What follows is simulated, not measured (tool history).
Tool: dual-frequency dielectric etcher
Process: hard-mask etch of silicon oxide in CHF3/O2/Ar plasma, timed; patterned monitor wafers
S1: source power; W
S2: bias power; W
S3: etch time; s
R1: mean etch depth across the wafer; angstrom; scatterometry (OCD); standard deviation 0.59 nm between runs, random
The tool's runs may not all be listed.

run	hour	S1	S2	S3	R1
1	0	870	180	33	708.03
2	4	870	180	34.5	743.53
3	5.5	870	180	34.5	740.26
4	7	870	201	34.5	783.11
5	10.3	870	179	34.5	750.07
6	19.1	940	184	34.5	783.83
7	27.3	940	184	34.5	784.69
8	33.4	980	186	34.5	800.96

What will run 9 give?
9	34.5	1010	188	34.5	?

R1: 800.59 angstrom
